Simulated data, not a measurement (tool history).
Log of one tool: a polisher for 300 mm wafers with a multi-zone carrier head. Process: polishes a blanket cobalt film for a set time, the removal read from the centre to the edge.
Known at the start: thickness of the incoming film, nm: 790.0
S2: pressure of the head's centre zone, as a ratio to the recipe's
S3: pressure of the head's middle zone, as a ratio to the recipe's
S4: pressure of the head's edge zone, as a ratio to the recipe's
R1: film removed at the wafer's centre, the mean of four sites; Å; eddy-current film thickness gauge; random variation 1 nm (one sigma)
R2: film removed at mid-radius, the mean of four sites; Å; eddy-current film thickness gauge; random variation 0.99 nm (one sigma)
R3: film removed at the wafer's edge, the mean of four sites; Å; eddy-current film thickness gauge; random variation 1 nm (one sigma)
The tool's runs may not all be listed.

Run 1, day 0.000: flow of slurry (ml/min) 160, S2 1.00, S3 1.00, S4 1.00, polishing time (s) 56. Result: R1 1957.2 Å, R2 1900.7 Å, R3 1897.1 Å.
Run 2, day 0.325: flow of slurry (ml/min) 160, S2 1.00, S3 0.95, S4 1.00, polishing time (s) 56. Result: R1 1931.7 Å, R2 1812.7 Å, R3 1906.1 Å.
Run 3, day 0.492: flow of slurry (ml/min) 155, S2 0.96, S3 0.97, S4 0.97, polishing time (s) 53. Result: R1 1779.5 Å, R2 1741.1 Å, R3 1772.4 Å.
Run 4, day 0.829: flow of slurry (ml/min) 155, S2 0.96, S3 1.00, S4 0.97, polishing time (s) 53. Result: R1 1770.4 Å, R2 1781.8 Å, R3 1797.9 Å.
Run 5, day 0.862: flow of slurry (ml/min) 130, S2 0.96, S3 1.00, S4 0.97, polishing time (s) 53. Result: R1 1682.5 Å, R2 1737.1 Å, R3 1728.9 Å.
Run 6, day 1.021: flow of slurry (ml/min) 125, S2 0.94, S3 1.02, S4 0.95, polishing time (s) 50. Result: R1 1528.9 Å, R2 1638.7 Å, R3 1618.2 Å.
Run 7, day 1.133: flow of slurry (ml/min) 135, S2 0.87, S3 1.12, S4 0.85, polishing time (s) 37. Result: R1 1088.8 Å, R2 1329.0 Å, R3 1153.3 Å.
Run 8, day 1.238: flow of slurry (ml/min) 140, S2 0.87, S3 1.12, S4 0.87, polishing time (s) 37. Result: R1 1090.5 Å, R2 1348.6 Å, R3 1165.5 Å.
Run 9, day 1.279: flow of slurry (ml/min) 140, S2 0.87, S3 1.12, S4 0.87, polishing time (s) 37. Result: R1 1096.2 Å, R2 1348.1 Å, R3 1170.1 Å.
Run 10, day 1.583: flow of slurry (ml/min) 180, S2 0.86, S3 1.13, S4 0.95, polishing time (s) 38. Result: R1 1169.6 Å, R2 1488.2 Å, R3 1297.8 Å.
Run 11, day 1.654: flow of slurry (ml/min) 175, S2 0.86, S3 1.13, S4 0.95, polishing time (s) 38. Result: R1 1158.6 Å, R2 1466.0 Å, R3 1282.3 Å.

Run 12 comes next. What will it give?
Run 12, day 1.942: flow of slurry (ml/min) 170, S2 0.86, S3 1.13, S4 0.95, polishing time (s) 38. Result: R1 ?, R2 ?, R3 ?.

{"run 12": {"R1": 1147.2, "R2": 1463.5, "R3": 1263.7}}

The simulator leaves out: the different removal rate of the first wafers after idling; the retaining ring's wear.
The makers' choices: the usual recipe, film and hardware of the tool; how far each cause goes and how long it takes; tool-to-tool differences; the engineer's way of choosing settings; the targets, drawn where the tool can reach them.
